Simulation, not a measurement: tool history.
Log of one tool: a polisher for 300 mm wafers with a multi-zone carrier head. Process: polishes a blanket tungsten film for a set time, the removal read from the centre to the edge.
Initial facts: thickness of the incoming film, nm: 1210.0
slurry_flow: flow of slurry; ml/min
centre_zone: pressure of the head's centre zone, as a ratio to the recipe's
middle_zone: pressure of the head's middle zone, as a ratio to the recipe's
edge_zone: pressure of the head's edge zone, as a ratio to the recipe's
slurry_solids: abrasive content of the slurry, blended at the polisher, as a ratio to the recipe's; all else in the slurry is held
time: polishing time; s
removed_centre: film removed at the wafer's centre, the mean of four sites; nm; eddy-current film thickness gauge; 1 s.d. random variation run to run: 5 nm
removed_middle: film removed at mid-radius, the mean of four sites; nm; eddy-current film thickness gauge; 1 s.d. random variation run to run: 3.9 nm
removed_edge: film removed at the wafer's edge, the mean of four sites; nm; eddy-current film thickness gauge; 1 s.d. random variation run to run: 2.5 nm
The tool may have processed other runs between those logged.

run 1 hour=0.0 | slurry_flow=260 centre_zone=1.00 middle_zone=1.00 edge_zone=1.00 slurry_solids=1.00 time=49 | removed_centre=233.65 removed_middle=242.45 removed_edge=247.36
run 2 hour=8.8 | slurry_flow=260 centre_zone=1.00 middle_zone=1.04 edge_zone=1.00 slurry_solids=1.00 time=49 | removed_centre=244.33 removed_middle=246.55 removed_edge=243.85
run 3 hour=16.6 | slurry_flow=265 centre_zone=1.03 middle_zone=1.04 edge_zone=1.03 slurry_solids=1.05 time=49 | removed_centre=248.07 removed_middle=263.47 removed_edge=254.74
run 4 hour=25.5 | slurry_flow=265 centre_zone=1.03 middle_zone=1.04 edge_zone=1.03 slurry_solids=0.95 time=49 | removed_centre=236.49 removed_middle=246.98 removed_edge=242.33
run 5 hour=26.4 | slurry_flow=210 centre_zone=1.03 middle_zone=1.04 edge_zone=1.03 slurry_solids=0.95 time=49 | removed_centre=233.42 removed_middle=240.49 removed_edge=240.59
run 6 hour=33.2 | slurry_flow=210 centre_zone=1.03 middle_zone=1.04 edge_zone=1.03 slurry_solids=0.95 time=61 | removed_centre=298.68 removed_middle=296.81 removed_edge=295.28
run 7 hour=39.0 | slurry_flow=205 centre_zone=1.05 middle_zone=1.02 edge_zone=1.02 slurry_solids=0.95 time=61 | removed_centre=293.92 removed_middle=286.05 removed_edge=295.72
run 8 hour=42.2 | slurry_flow=200 centre_zone=1.07 middle_zone=1.01 edge_zone=0.99 slurry_solids=0.95 time=62 | removed_centre=307.72 removed_middle=300.54 removed_edge=298.54
run 9 hour=49.0 | slurry_flow=200 centre_zone=1.07 middle_zone=1.01 edge_zone=0.99 slurry_solids=0.95 time=62 | removed_centre=308.50 removed_middle=283.62 removed_edge=297.54
run 10 hour=54.8 | slurry_flow=200 centre_zone=1.09 middle_zone=1.01 edge_zone=0.98 slurry_solids=0.95 time=62 | removed_centre=303.19 removed_middle=294.09 removed_edge=298.01

Estimate the outcome of run 11 from the log above:
run 11 hour=58.6 | slurry_flow=195 centre_zone=1.10 middle_zone=0.99 edge_zone=0.96 slurry_solids=0.90 time=63 | removed_centre=? removed_middle=? removed_edge=?

removed_centre: 311.71 nm
removed_middle: 281.62 nm
removed_edge: 293.36 nm
